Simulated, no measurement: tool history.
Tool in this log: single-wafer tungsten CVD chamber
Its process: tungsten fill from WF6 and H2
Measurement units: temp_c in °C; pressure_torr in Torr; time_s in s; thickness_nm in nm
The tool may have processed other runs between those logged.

run,hour,temp_c,pressure_torr,time_s,thickness_nm
1,0,380,54.1,7.74,20.881
2,1.2,380,54.1,7.38,19.813
3,6.6,378,53.9,7.38,19.18
4,15.1,376,53.7,7.38,18.421
5,22.1,374,53.5,7.38,17.807
6,28.7,374,53.5,7.74,18.674
7,32.5,362,51.8,7.72,14.586
8,40.9,361,51.7,7.72,14.313

Run 9 has not been measured yet. What should we expect?
# hour 48: thermocouple changed; heater temperature recalibrated
9,48,359,51.5,7.72,?

{"run 9": {"thickness_nm": 12.305}}
